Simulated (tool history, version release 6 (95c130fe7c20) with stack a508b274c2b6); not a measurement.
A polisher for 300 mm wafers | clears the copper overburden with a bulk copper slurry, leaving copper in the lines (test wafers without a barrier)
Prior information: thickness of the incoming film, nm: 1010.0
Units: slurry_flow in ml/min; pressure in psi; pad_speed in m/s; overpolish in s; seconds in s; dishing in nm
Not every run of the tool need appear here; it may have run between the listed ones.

run 1 hour=0.0 | slurry_flow=185 pressure=3.1 pad_speed=1.22 slurry_solids=1.00 overpolish=16 | seconds=87.439 dishing=103.170
run 2 hour=8.3 | slurry_flow=140 pressure=3.1 pad_speed=1.22 slurry_solids=1.00 overpolish=16 | seconds=90.137 dishing=95.191
run 3 hour=11.3 | slurry_flow=135 pressure=2.9 pad_speed=1.22 slurry_solids=1.00 overpolish=15 | seconds=95.287 dishing=89.270
run 4 hour=19.2 | slurry_flow=135 pressure=2.9 pad_speed=0.94 slurry_solids=1.00 overpolish=15 | seconds=125.790 dishing=77.722
run 5 hour=24.1 | slurry_flow=135 pressure=2.9 pad_speed=0.68 slurry_solids=1.00 overpolish=15 | seconds=167.430 dishing=61.387
run 6 hour=27.3 | slurry_flow=130 pressure=2.9 pad_speed=0.68 slurry_solids=1.05 overpolish=14 | seconds=168.510 dishing=58.398

Run 7 comes next. What will it give?
run 7 hour=30.4 | slurry_flow=130 pressure=2.9 pad_speed=0.68 slurry_solids=1.10 overpolish=13 | seconds=? dishing=?

{"run 7": {"seconds": 171.25, "dishing": 53.72}}
